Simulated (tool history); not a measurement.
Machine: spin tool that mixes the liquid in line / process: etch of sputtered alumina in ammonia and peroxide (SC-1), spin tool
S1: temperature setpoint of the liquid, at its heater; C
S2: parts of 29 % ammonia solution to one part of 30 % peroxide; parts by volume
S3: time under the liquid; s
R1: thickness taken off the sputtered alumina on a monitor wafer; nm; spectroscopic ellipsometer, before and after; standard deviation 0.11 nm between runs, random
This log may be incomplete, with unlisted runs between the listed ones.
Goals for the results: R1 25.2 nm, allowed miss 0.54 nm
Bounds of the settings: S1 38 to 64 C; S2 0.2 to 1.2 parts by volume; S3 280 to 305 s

run    day    S1    S2   S3      R1
  1      0    48   0.8  280  15.705
  2  0.217    48  0.95  280  15.841
  3  0.433    48  1.05  280  16.084
  4  0.688    48   1.2  280  16.411
  5  0.896    48   1.2  305  17.784
  6  1.108    50   1.2  305  19.905
  7  1.154    50   1.2  305  19.799
  8  1.346    50   1.2  305  19.844
  9  1.633  51.5   1.2  305  21.562
 10  1.692  52.5   1.2  305  22.768
 11   1.75    53   1.2  305  23.464
 12  1.879  53.5   1.2  305   24.14

Which of these 4 next moves meets every target?
  A  2.008  54.5  1.2  300   ?
  B  2.008    53    1  305   ?
  C  2.008  53.5  1.1  305   ?
  D  2.008  53.5  1.2  280   ?

move      R1
   A   24.97
   B  22.998
   C  23.849
   D  22.076
A: every result lands within tolerance
B: misses by more than the last run did
C: misses by more than the last run did
D: misses by more than the last run did
Move A is the one to make.

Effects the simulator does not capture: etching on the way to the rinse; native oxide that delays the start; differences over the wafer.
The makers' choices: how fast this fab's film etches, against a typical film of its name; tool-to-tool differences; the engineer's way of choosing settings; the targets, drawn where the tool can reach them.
